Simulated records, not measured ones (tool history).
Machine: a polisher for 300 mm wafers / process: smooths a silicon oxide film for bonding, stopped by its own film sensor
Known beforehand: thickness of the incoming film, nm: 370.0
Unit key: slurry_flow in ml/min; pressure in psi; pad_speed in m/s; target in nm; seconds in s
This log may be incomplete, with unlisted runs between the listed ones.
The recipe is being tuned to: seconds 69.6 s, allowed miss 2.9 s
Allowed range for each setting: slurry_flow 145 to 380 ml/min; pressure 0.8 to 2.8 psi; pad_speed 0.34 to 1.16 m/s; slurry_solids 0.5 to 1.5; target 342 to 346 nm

run 1 hour=0 | slurry_flow=245 pressure=1.8 pad_speed=0.74 slurry_solids=1 target=342 | seconds=46.435
run 2 hour=1.7 | slurry_flow=245 pressure=1.6 pad_speed=0.74 slurry_solids=1 target=342 | seconds=50.652
run 3 hour=4.2 | slurry_flow=245 pressure=1.6 pad_speed=0.74 slurry_solids=1 target=346 | seconds=42.818
run 4 hour=12.2 | slurry_flow=245 pressure=1.6 pad_speed=0.74 slurry_solids=1.15 target=346 | seconds=39.661
run 5 hour=19 | slurry_flow=245 pressure=2 pad_speed=0.74 slurry_solids=1.15 target=346 | seconds=33.788
run 6 hour=25.5 | slurry_flow=245 pressure=2 pad_speed=0.56 slurry_solids=1.15 target=346 | seconds=43.234
run 7 hour=27.4 | slurry_flow=245 pressure=1.7 pad_speed=0.54 slurry_solids=1.15 target=346 | seconds=49.055
run 8 hour=32.1 | slurry_flow=245 pressure=1.7 pad_speed=0.54 slurry_solids=1.15 target=346 | seconds=49.444
run 9 hour=39.1 | slurry_flow=245 pressure=1.5 pad_speed=0.52 slurry_solids=1.15 target=346 | seconds=54.841
run 10 hour=41.7 | slurry_flow=245 pressure=1.3 pad_speed=0.52 slurry_solids=1.15 target=346 | seconds=63.343
run 11 hour=43.3 | slurry_flow=245 pressure=1.3 pad_speed=0.52 slurry_solids=1.15 target=346 | seconds=60.677
run 12 hour=51.7 | slurry_flow=245 pressure=1.2 pad_speed=0.52 slurry_solids=1.15 target=346 | seconds=64.268
run 13 hour=52.6 | slurry_flow=245 pressure=1.2 pad_speed=0.52 slurry_solids=1.15 target=346 | seconds=66.161

Which one of the following 5 next-run settings gets every result inside its allowed miss? There is exactly one.
run A hour=53.5 | slurry_flow=260 pressure=1.3 pad_speed=0.42 slurry_solids=1.25 target=344 | seconds=?
run B hour=53.5 | slurry_flow=230 pressure=1.4 pad_speed=0.48 slurry_solids=1.2 target=346 | seconds=?
run C hour=53.5 | slurry_flow=210 pressure=1.4 pad_speed=0.54 slurry_solids=1.1 target=344 | seconds=?
run D hour=53.5 | slurry_flow=270 pressure=1.3 pad_speed=0.46 slurry_solids=1.15 target=345 | seconds=?
run E hour=53.5 | slurry_flow=225 pressure=1.1 pad_speed=0.68 slurry_solids=1.15 target=343 | seconds=?

move=A seconds=76.203
move=B seconds=62.034
move=C seconds=64.664
move=D seconds=70.678
move=E seconds=63.834
A: pushes the last run's worst result past its target
B: further off than the last run
C: further off than the last run
D: all results land within tolerance of their targets
E: further off than the last run
So the answer is move D, the one that meets all the targets.
